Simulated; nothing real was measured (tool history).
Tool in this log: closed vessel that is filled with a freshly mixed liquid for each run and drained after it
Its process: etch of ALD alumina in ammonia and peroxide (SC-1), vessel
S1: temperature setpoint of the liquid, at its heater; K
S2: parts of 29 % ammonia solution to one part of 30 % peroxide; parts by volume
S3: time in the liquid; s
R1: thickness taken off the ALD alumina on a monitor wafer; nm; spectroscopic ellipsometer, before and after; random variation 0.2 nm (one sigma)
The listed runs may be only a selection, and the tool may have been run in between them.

Run 1, hour 0: S1 323.15 K, S2 0.7 parts by volume, S3 325 s. Result: R1 23.722 nm.
Run 2, hour 2.9: S1 323.15 K, S2 0.7 parts by volume, S3 220 s. Result: R1 16.018 nm.
Run 3, hour 10.8: S1 318.15 K, S2 0.7 parts by volume, S3 220 s. Result: R1 12.146 nm.
Run 4, hour 19.3: S1 320.15 K, S2 0.7 parts by volume, S3 220 s. Result: R1 13.494 nm.
Run 5, hour 25.3: S1 321.65 K, S2 0.7 parts by volume, S3 220 s. Result: R1 14.858 nm.
Run 6, hour 34.2: S1 317.65 K, S2 0.7 parts by volume, S3 220 s. Result: R1 11.798 nm.
Run 7, hour 36.8: S1 325.65 K, S2 0.75 parts by volume, S3 225 s. Result: R1 18.772 nm.

What will run 8 give?
Run 8, hour 38.3: S1 326.65 K, S2 0.75 parts by volume, S3 225 s. Result: R1 ?.

R1: 20.048 nm
